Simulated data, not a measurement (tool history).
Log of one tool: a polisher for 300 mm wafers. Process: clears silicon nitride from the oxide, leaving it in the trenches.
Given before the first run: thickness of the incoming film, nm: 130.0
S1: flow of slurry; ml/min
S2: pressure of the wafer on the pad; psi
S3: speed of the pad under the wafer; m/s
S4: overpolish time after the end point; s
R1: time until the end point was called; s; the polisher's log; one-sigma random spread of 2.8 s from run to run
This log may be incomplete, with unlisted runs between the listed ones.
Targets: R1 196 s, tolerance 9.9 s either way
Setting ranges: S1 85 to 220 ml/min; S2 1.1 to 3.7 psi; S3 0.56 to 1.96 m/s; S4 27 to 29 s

Run 1, hour 0: S1 140 ml/min, S2 2.4 psi, S3 1.26 m/s, S4 27 s. Result: R1 125.36 s.
Run 2, hour 3.9: S1 170 ml/min, S2 2.4 psi, S3 1.26 m/s, S4 27 s. Result: R1 124.94 s.
Run 3, hour 8.1: S1 170 ml/min, S2 2.4 psi, S3 1.26 m/s, S4 27 s. Result: R1 117.91 s.
Run 4, hour 17.1: S1 165 ml/min, S2 2.3 psi, S3 1.26 m/s, S4 27 s. Result: R1 126.44 s.
Run 5, hour 17.7: S1 165 ml/min, S2 2.9 psi, S3 1.26 m/s, S4 27 s. Result: R1 106.63 s.
Run 6, hour 20.4: S1 165 ml/min, S2 2.9 psi, S3 1.02 m/s, S4 27 s. Result: R1 132.79 s.
Run 7, hour 29.2: S1 165 ml/min, S2 2.8 psi, S3 1.02 m/s, S4 27 s. Result: R1 134.28 s.
Run 8, hour 34.7: S1 165 ml/min, S2 2.7 psi, S3 1.02 m/s, S4 27 s. Result: R1 138.74 s.
Run 9, hour 39.7: S1 165 ml/min, S2 2.6 psi, S3 1.02 m/s, S4 27 s. Result: R1 140.01 s.
Run 10, hour 42.5: S1 165 ml/min, S2 2.6 psi, S3 1.02 m/s, S4 27 s. Result: R1 136.7 s.
Run 11, hour 43.1: S1 165 ml/min, S2 2.5 psi, S3 1 m/s, S4 27 s. Result: R1 146.4 s.
Run 12, hour 46.1: S1 165 ml/min, S2 2.4 psi, S3 1 m/s, S4 27 s. Result: R1 153.43 s.
Run 13, hour 49.8: S1 165 ml/min, S2 2.3 psi, S3 1 m/s, S4 27 s. Result: R1 155.92 s.
Run 14, hour 56.3: S1 165 ml/min, S2 2.2 psi, S3 1 m/s, S4 27 s. Result: R1 163.32 s.

Below are 5 possible settings for the next run. Only one of them brings all results inside the allowed miss of their targets. Which is it?
Run A, hour 62.8: S1 150 ml/min, S2 1.8 psi, S3 0.84 m/s, S4 27 s. Result: R1 ?.
Run B, hour 62.8: S1 175 ml/min, S2 2.4 psi, S3 0.76 m/s, S4 27 s. Result: R1 ?.
Run C, hour 62.8: S1 130 ml/min, S2 1.8 psi, S3 0.88 m/s, S4 27 s. Result: R1 ?.
Run D, hour 62.8: S1 215 ml/min, S2 1.7 psi, S3 1.5 m/s, S4 27 s. Result: R1 ?.
Run E, hour 62.8: S1 190 ml/min, S2 2.4 psi, S3 0.66 m/s, S4 29 s. Result: R1 ?.

move      R1
   A  221.76
   B  196.22
   C  218.15
   D   124.3
   E  221.57
A: carries the result that was furthest off beyond its target, to the other side
B: hits every target within its allowed miss
C: carries the result that was furthest off beyond its target, to the other side
D: moves away from the targets compared with the last run
E: carries the result that was furthest off beyond its target, to the other side
Correct choice: B, which meets every target
